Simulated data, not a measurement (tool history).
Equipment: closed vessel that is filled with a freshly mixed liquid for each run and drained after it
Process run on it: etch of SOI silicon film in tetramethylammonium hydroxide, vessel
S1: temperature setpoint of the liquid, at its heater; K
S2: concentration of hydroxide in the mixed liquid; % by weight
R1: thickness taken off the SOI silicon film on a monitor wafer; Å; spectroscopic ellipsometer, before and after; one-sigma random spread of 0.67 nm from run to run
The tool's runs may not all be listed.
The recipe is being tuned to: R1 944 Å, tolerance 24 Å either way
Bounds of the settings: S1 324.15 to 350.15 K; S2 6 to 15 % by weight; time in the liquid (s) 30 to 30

run 1 hour=0 | S1=337.15 S2=10 time_in_the_liquid_(s)=30 | R1=1640.5
run 2 hour=2 | S1=337.15 S2=12 time_in_the_liquid_(s)=30 | R1=1501.6
run 3 hour=5.7 | S1=340.15 S2=12 time_in_the_liquid_(s)=30 | R1=1811.6
run 4 hour=12.7 | S1=340.15 S2=11 time_in_the_liquid_(s)=30 | R1=1880.7
run 5 hour=14.5 | S1=337.65 S2=11 time_in_the_liquid_(s)=30 | R1=1635.3
run 6 hour=18.4 | S1=335.65 S2=11 time_in_the_liquid_(s)=30 | R1=1447.5
run 7 hour=20.3 | S1=334.15 S2=11 time_in_the_liquid_(s)=30 | R1=1302.2
run 8 hour=29.5 | S1=333.15 S2=11 time_in_the_liquid_(s)=30 | R1=1217.4
run 9 hour=30.9 | S1=332.15 S2=11 time_in_the_liquid_(s)=30 | R1=1162
run 10 hour=33.9 | S1=331.65 S2=11 time_in_the_liquid_(s)=30 | R1=1104.7
run 11 hour=38.9 | S1=331.15 S2=11 time_in_the_liquid_(s)=30 | R1=1070.2

Pick the move, out of 4, that brings all results within their allowed miss; only one does.
run A hour=43.9 | S1=328.65 S2=9 time_in_the_liquid_(s)=30 | R1=?
run B hour=43.9 | S1=329.15 S2=11 time_in_the_liquid_(s)=30 | R1=?
run C hour=43.9 | S1=332.15 S2=10 time_in_the_liquid_(s)=30 | R1=?
run D hour=43.9 | S1=330.65 S2=12.5 time_in_the_liquid_(s)=30 | R1=?

move=A R1=990.34
move=B R1=950.27
move=C R1=1188
move=D R1=994.62
A: nearer the targets than the last run, but a result is still out of spec
B: each result inside its tolerance
C: misses by more than the last run did
D: nearer the targets than the last run, but a result is still out of spec
Answer: B
